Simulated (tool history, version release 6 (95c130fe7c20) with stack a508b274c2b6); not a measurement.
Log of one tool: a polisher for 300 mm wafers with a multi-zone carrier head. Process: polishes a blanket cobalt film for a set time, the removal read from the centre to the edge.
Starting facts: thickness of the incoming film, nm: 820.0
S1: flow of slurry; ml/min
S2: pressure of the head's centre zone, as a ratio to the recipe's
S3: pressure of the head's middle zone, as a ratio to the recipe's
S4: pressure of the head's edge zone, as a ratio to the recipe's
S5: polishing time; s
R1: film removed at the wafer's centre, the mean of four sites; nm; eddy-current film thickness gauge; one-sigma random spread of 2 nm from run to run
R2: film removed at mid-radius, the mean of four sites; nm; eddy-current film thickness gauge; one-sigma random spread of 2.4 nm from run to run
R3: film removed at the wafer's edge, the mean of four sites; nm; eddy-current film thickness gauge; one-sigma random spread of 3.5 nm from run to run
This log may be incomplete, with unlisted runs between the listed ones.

run	day	S1	S2	S3	S4	S5	R1	R2	R3
1	0	200	1	1	1	51	241.23	242.16	243.59
2	0.058	200	1.06	1	1	51	257.26	239.93	243.63
3	0.204	215	1.09	1.02	1.01	51	264.31	244.22	254.96
4	0.55	215	1.09	1.07	1.01	51	266.35	257.18	254.57
5	0.875	215	1.09	1.07	1.01	45	234.81	226.49	220.98
6	0.967	215	1.06	1.07	1.01	45	229.4	225.38	226.83
7	1.088	270	1.16	1.05	1.08	54	316.44	273.68	280.51

Estimate the outcome of run 8 from the log above:
8	1.125	270	1.16	1.05	1.06	54	?	?	?

R1: 312.98 nm
R2: 274.73 nm
R3: 272.88 nm

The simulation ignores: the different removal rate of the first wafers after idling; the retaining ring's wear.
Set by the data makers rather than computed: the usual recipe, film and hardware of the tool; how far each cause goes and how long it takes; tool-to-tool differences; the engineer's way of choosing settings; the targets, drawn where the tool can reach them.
